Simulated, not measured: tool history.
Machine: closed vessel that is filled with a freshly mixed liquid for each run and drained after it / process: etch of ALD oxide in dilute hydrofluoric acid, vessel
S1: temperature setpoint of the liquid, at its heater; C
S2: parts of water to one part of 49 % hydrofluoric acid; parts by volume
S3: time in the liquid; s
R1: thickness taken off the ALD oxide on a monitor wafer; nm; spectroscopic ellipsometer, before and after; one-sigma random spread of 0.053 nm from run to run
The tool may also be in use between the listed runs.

run 1 day=0 | S1=22 S2=245 S3=40 | R1=2.5487
run 2 day=0.325 | S1=22 S2=205 S3=40 | R1=3.0923
run 3 day=0.575 | S1=23.5 S2=205 S3=40 | R1=3.3404
run 4 day=0.921 | S1=24.5 S2=195 S3=40 | R1=3.6738
run 5 day=1.196 | S1=25.5 S2=190 S3=40 | R1=3.8401
run 6 day=1.358 | S1=25.5 S2=190 S3=40 | R1=3.8738
run 7 day=1.429 | S1=26.5 S2=185 S3=40 | R1=4.1887
run 8 day=1.538 | S1=27 S2=180 S3=40 | R1=4.4148
run 9 day=1.888 | S1=27.5 S2=175 S3=40 | R1=4.5993
run 10 day=2.112 | S1=28 S2=175 S3=40 | R1=4.6811

Run 11 is up next; what results do you expect?
run 11 day=2.204 | S1=28.5 S2=175 S3=40 | R1=?

Run 11 measured R1 4.7792 nm.

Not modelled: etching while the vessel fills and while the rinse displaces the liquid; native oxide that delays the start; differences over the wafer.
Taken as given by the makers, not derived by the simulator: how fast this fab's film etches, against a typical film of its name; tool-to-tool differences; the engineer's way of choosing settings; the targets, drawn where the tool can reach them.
